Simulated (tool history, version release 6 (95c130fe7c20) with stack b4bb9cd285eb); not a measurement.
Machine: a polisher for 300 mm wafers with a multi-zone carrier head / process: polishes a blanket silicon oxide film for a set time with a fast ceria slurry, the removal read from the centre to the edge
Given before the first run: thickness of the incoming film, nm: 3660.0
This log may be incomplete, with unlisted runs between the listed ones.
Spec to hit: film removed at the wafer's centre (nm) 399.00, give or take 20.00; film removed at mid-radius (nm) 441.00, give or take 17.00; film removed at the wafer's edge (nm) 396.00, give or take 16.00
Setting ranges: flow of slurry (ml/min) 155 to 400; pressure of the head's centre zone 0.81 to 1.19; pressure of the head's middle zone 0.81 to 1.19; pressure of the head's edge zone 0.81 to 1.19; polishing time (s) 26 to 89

run,hour,flow of slurry (ml/min),pressure of the head's centre zone,pressure of the head's middle zone,pressure of the head's edge zone,polishing time (s),film removed at the wafer's centre (nm),film removed at mid-radius (nm),film removed at the wafer's edge (nm)
1,0.0,255,1.00,1.00,1.00,57,604.02,591.58,625.39
2,7.1,255,0.99,1.03,0.96,50,532.62,544.04,532.06
3,13.6,255,0.97,1.03,0.93,46,475.76,501.95,493.88
4,21.4,255,1.02,1.03,0.93,46,485.79,501.25,489.31
5,30.1,255,1.02,1.03,0.86,46,513.14,491.48,467.82
6,35.9,255,0.99,1.03,0.86,46,475.49,507.73,464.08
7,40.3,250,0.98,1.02,0.85,44,465.75,478.05,446.03
8,41.5,245,0.96,1.02,0.84,42,432.37,456.58,422.68
9,45.4,235,0.95,1.02,0.83,42,419.37,442.76,416.67

Pick the move, out of 4, that brings all results within their allowed miss; only one does.
A,49.3,305,0.94,1.07,0.84,39,?,?,?
B,49.3,210,0.99,1.03,0.91,39,?,?,?
C,49.3,400,0.98,1.11,0.81,36,?,?,?
D,49.3,215,0.81,1.03,0.98,42,?,?,?

move,film removed at the wafer's centre (nm),film removed at mid-radius (nm),film removed at the wafer's edge (nm)
A,401.06,450.03,397.80
B,400.69,415.35,397.81
C,396.45,438.87,368.00
D,353.90,449.31,444.39
A: all results in spec
B: corrects the largest miss of the last run, while another result sits out of spec
C: moves the result that the last run missed by most past its target, out the other side
D: lands further from the targets than the last run did
Go with A: it meets all targets.

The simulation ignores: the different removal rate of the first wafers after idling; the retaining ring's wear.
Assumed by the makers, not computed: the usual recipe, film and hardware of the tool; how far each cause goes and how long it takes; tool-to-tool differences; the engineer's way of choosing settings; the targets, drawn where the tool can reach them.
